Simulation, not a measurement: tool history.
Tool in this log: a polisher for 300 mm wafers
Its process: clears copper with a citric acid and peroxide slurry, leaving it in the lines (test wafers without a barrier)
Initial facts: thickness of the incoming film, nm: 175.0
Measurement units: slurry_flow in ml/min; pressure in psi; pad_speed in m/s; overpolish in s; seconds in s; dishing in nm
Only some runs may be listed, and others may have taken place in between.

run,hour,slurry_flow,pressure,pad_speed,slurry_solids,overpolish,seconds,dishing
1,0,230,2.7,0.84,1,27,100.49,31.781
2,1.2,230,2.7,0.84,1,37,100.92,40.397
3,2.1,250,2.7,0.84,1,37,99.441,40.667
4,3.7,250,3,0.84,1,37,92.929,42.175
5,11.6,250,3,0.84,1,39,94.154,43.91
6,18.9,250,3,0.84,1,40,92.64,45.174

Run 7, settings as shown, results not yet in. Your forecast:
7,25,250,3,0.84,1,41,?,?

seconds: 90.557 s
dishing: 45.221 nm
